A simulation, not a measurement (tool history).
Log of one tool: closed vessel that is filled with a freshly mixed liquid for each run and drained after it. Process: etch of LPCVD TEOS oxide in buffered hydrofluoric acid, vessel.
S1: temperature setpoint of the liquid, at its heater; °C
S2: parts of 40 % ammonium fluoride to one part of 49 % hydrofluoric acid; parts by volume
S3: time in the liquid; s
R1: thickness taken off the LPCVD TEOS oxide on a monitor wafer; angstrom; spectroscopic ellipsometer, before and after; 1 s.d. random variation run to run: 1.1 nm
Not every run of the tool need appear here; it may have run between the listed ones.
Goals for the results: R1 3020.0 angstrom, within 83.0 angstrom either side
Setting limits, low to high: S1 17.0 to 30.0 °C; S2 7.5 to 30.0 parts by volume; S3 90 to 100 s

Run 1, hour 0.0: S1 22.0 °C, S2 20.5 parts by volume, S3 90 s. Result: R1 2072.3 angstrom.
Run 2, hour 4.0: S1 22.0 °C, S2 16.0 parts by volume, S3 90 s. Result: R1 2623.8 angstrom.
Run 3, hour 8.5: S1 22.0 °C, S2 10.5 parts by volume, S3 90 s. Result: R1 3965.1 angstrom.
Run 4, hour 12.0: S1 22.0 °C, S2 7.5 parts by volume, S3 90 s. Result: R1 5434.9 angstrom.
Run 5, hour 20.2: S1 19.0 °C, S2 7.5 parts by volume, S3 90 s. Result: R1 4595.1 angstrom.
Run 6, hour 20.7: S1 19.0 °C, S2 7.5 parts by volume, S3 100 s. Result: R1 5102.0 angstrom.
At hour 26.5: thermometer replaced.
Run 7, hour 26.5: S1 18.5 °C, S2 9.0 parts by volume, S3 100 s. Result: R1 4608.4 angstrom.
Run 8, hour 35.0: S1 18.0 °C, S2 10.5 parts by volume, S3 100 s. Result: R1 4003.0 angstrom.
Run 9, hour 43.9: S1 17.5 °C, S2 11.5 parts by volume, S3 100 s. Result: R1 3549.4 angstrom.
Run 10, hour 51.9: S1 17.5 °C, S2 12.0 parts by volume, S3 100 s. Result: R1 3411.7 angstrom.
Run 11, hour 54.2: S1 17.5 °C, S2 12.5 parts by volume, S3 100 s. Result: R1 3289.3 angstrom.
Run 12, hour 55.9: S1 17.0 °C, S2 14.0 parts by volume, S3 100 s. Result: R1 2854.9 angstrom.

Which single option among these 5 for the next run brings every result within its allowed miss of target? Just one does.
Run A, hour 57.6: S1 17.0 °C, S2 12.0 parts by volume, S3 90 s. Result: R1 ?.
Run B, hour 57.6: S1 18.0 °C, S2 15.0 parts by volume, S3 100 s. Result: R1 ?.
Run C, hour 57.6: S1 17.0 °C, S2 13.5 parts by volume, S3 95 s. Result: R1 ?.
Run D, hour 57.6: S1 17.0 °C, S2 15.0 parts by volume, S3 100 s. Result: R1 ?.
Run E, hour 57.6: S1 18.0 °C, S2 15.0 parts by volume, S3 95 s. Result: R1 ?.

move      R1
   A  3012.7
   B  2846.7
   C  2833.3
   D  2688.9
   E  2704.3
A: all results land within tolerance of their targets
B: just as far off the targets as the last run
C: the biggest miss grows against the last run
D: the biggest miss grows against the last run
E: the biggest miss grows against the last run
Go with A: it meets all targets.
